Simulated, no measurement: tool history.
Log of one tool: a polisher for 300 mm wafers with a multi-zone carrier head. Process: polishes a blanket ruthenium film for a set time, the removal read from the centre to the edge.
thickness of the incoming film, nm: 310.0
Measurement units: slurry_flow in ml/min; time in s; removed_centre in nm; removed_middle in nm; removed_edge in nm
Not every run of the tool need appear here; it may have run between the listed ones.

| run | hour | slurry_flow | centre_zone | middle_zone | edge_zone | time | removed_centre | removed_middle | removed_edge |
|---|---|---|---|---|---|---|---|---|---|
| 1 | 0.0 | 265 | 1.00 | 1.00 | 1.00 | 54 | 82.312 | 84.876 | 86.966 |
| 2 | 4.2 | 265 | 0.96 | 1.00 | 1.00 | 54 | 80.179 | 85.831 | 84.445 |
| 3 | 10.1 | 255 | 0.93 | 0.97 | 0.96 | 53 | 76.514 | 80.808 | 82.141 |
| 4 | 16.3 | 265 | 0.92 | 0.98 | 0.93 | 51 | 73.870 | 79.177 | 77.291 |
| 5 | 17.3 | 265 | 0.90 | 0.98 | 0.90 | 50 | 70.800 | 76.837 | 73.963 |
| 6 | 22.0 | 265 | 0.95 | 0.98 | 0.90 | 50 | 72.129 | 77.690 | 73.635 |
| 7 | 23.4 | 260 | 0.94 | 0.97 | 0.88 | 49 | 71.550 | 75.048 | 72.080 |
| 8 | 32.0 | 260 | 0.92 | 0.97 | 0.87 | 48 | 69.108 | 73.085 | 70.646 |
| 9 | 40.4 | 260 | 0.91 | 0.98 | 0.86 | 47 | 66.295 | 71.964 | 67.943 |

Predict the results of run 10:
| 10 | 45.3 | 255 | 0.91 | 0.98 | 0.85 | 47 | ? | ? | ? |

{"run 10": {"removed_centre": 66.027, "removed_middle": 72.152, "removed_edge": 66.75}}
